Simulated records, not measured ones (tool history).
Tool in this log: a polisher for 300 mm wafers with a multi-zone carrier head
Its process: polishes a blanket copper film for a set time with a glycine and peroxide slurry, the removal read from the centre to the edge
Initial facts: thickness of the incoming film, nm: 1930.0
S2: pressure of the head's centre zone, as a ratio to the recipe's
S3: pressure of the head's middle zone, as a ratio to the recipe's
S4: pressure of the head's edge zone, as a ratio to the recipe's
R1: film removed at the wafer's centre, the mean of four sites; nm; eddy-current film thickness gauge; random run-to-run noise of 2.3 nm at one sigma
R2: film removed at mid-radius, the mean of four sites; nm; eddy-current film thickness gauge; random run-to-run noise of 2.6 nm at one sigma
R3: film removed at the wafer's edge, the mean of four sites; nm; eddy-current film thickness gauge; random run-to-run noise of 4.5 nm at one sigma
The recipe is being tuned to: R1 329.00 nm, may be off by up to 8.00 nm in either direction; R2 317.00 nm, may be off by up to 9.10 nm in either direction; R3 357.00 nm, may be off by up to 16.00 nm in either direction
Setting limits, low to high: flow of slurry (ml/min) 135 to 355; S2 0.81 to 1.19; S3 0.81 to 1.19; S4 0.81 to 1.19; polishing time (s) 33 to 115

run 1 hour=0.0 | flow_of_slurry_(ml/min)=225 S2=1.00 S3=1.00 S4=1.00 polishing_time_(s)=73 | R1=292.21 R2=282.40 R3=289.73
run 2 hour=7.7 | flow_of_slurry_(ml/min)=185 S2=1.00 S3=1.00 S4=1.00 polishing_time_(s)=73 | R1=281.50 R2=277.89 R3=277.28
run 3 hour=12.5 | flow_of_slurry_(ml/min)=215 S2=1.00 S3=1.01 S4=1.04 polishing_time_(s)=74 | R1=294.44 R2=294.00 R3=298.63
run 4 hour=20.6 | flow_of_slurry_(ml/min)=215 S2=1.00 S3=1.01 S4=1.04 polishing_time_(s)=68 | R1=271.14 R2=267.30 R3=269.77
run 5 hour=23.3 | flow_of_slurry_(ml/min)=240 S2=1.00 S3=1.01 S4=1.08 polishing_time_(s)=70 | R1=283.25 R2=278.91 R3=288.74
run 6 hour=26.8 | flow_of_slurry_(ml/min)=240 S2=1.00 S3=1.09 S4=1.08 polishing_time_(s)=70 | R1=284.91 R2=296.39 R3=286.42
run 7 hour=35.2 | flow_of_slurry_(ml/min)=275 S2=1.00 S3=0.99 S4=1.18 polishing_time_(s)=82 | R1=336.39 R2=326.25 R3=361.52
run 8 hour=44.1 | flow_of_slurry_(ml/min)=270 S2=1.00 S3=0.98 S4=1.18 polishing_time_(s)=82 | R1=340.86 R2=321.41 R3=358.38

5 candidate next runs follow, results not yet known. Just one meets every target within its allowed miss. Identify it.
run A hour=53.0 | flow_of_slurry_(ml/min)=330 S2=0.94 S3=1.04 S4=1.15 polishing_time_(s)=80 | R1=? R2=? R3=?
run B hour=53.0 | flow_of_slurry_(ml/min)=285 S2=1.00 S3=0.93 S4=1.16 polishing_time_(s)=86 | R1=? R2=? R3=?
run C hour=53.0 | flow_of_slurry_(ml/min)=355 S2=1.07 S3=1.06 S4=0.99 polishing_time_(s)=78 | R1=? R2=? R3=?
run D hour=53.0 | flow_of_slurry_(ml/min)=260 S2=0.97 S3=0.95 S4=1.19 polishing_time_(s)=83 | R1=? R2=? R3=?
run E hour=53.0 | flow_of_slurry_(ml/min)=245 S2=1.05 S3=1.04 S4=1.07 polishing_time_(s)=77 | R1=? R2=? R3=?

move=A R1=313.34 R2=336.92 R3=344.82
move=B R1=352.50 R2=324.72 R3=368.71
move=C R1=350.64 R2=335.88 R3=313.49
move=D R1=326.15 R2=315.71 R3=357.64
move=E R1=325.25 R2=313.70 R3=312.06
A: the result that was furthest off in the last run now lies on the other side of its target
B: moves away from the targets compared with the last run
C: moves away from the targets compared with the last run
D: meets every target
E: puts the biggest miss on target and leaves a different result outside tolerance
So the answer is move D, the one that meets all the targets.

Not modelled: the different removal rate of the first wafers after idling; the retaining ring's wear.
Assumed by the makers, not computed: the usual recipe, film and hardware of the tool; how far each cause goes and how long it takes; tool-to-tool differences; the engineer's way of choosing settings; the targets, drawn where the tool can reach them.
